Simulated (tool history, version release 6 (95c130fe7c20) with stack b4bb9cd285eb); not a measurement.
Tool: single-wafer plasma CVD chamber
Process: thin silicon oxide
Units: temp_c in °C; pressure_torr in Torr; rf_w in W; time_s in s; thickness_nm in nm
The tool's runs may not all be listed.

run 1 hour=0.0 | temp_c=400 pressure_torr=0.663 rf_w=315 time_s=7.15 | thickness_nm=11.141
run 2 hour=0.6 | temp_c=400 pressure_torr=0.774 rf_w=315 time_s=7.15 | thickness_nm=12.404
run 3 hour=2.7 | temp_c=400 pressure_torr=0.780 rf_w=315 time_s=7.15 | thickness_nm=12.489
run 4 hour=9.8 | temp_c=406 pressure_torr=0.780 rf_w=315 time_s=7.15 | thickness_nm=12.408
run 5 hour=18.0 | temp_c=406 pressure_torr=0.780 rf_w=315 time_s=7.15 | thickness_nm=12.395
run 6 hour=24.9 | temp_c=406 pressure_torr=0.786 rf_w=315 time_s=7.15 | thickness_nm=12.539

Forecast run 7:
run 7 hour=31.2 | temp_c=406 pressure_torr=0.790 rf_w=315 time_s=7.15 | thickness_nm=?

Run 7 gave thickness_nm 12.500 nm.

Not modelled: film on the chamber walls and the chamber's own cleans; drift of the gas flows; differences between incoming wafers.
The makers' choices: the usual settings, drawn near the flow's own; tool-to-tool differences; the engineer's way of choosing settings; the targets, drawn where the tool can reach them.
